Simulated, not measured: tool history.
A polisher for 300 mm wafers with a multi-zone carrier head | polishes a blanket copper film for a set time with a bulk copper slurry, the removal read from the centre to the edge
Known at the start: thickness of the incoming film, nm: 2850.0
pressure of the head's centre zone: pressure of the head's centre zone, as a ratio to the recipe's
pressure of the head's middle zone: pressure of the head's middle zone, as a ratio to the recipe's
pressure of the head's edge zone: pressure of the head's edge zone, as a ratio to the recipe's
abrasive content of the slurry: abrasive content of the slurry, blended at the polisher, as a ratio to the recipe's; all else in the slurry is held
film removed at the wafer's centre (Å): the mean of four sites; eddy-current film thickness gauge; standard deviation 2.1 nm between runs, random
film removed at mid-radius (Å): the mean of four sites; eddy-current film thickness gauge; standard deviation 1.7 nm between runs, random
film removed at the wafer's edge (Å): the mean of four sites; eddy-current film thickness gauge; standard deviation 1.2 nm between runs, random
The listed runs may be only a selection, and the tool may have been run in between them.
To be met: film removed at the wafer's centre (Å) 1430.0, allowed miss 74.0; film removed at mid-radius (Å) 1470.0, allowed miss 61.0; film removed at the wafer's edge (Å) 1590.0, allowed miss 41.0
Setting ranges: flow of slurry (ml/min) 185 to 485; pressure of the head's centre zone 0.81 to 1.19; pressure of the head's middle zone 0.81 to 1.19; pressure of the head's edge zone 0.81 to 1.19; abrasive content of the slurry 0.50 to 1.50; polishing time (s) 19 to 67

run,hour,flow of slurry (ml/min),pressure of the head's centre zone,pressure of the head's middle zone,pressure of the head's edge zone,abrasive content of the slurry,polishing time (s),film removed at the wafer's centre (Å),film removed at mid-radius (Å),film removed at the wafer's edge (Å)
1,0.0,310,1.00,1.00,1.00,1.00,43,2022.0,2081.8,2113.5
2,1.4,310,0.91,1.00,1.00,1.00,43,1931.5,2044.4,2091.9
3,8.8,310,0.91,1.00,0.91,1.00,43,1913.8,2078.1,2043.8
4,15.4,310,0.91,1.00,0.91,0.85,43,1834.2,2011.9,1997.4
5,18.1,305,0.92,0.97,0.90,0.75,41,1658.5,1800.3,1831.5
6,20.8,305,0.92,0.97,0.82,0.75,41,1681.9,1758.6,1778.7
7,23.6,300,0.92,0.95,0.82,0.70,40,1609.5,1722.3,1686.3
# hour 28.4: edge zone pressure recalibrated
8,28.4,315,0.92,0.90,0.86,0.65,39,1555.3,1536.2,1619.1

Which of these 4 next moves meets every target?
A,33.2,300,0.87,0.88,0.92,0.50,40,?,?,?
B,33.2,265,1.08,0.89,0.81,0.70,39,?,?,?
C,33.2,320,1.03,0.85,0.89,0.60,39,?,?,?
D,33.2,360,0.95,0.81,0.94,0.60,40,?,?,?

move,film removed at the wafer's centre (Å),film removed at mid-radius (Å),film removed at the wafer's edge (Å)
A,1404.2,1453.0,1601.9
B,1767.0,1531.1,1625.0
C,1669.6,1453.7,1629.5
D,1615.6,1454.5,1711.8
A: all results in spec
B: misses by more than the last run did
C: misses by more than the last run did
D: misses by more than the last run did
Correct choice: A, which meets every target
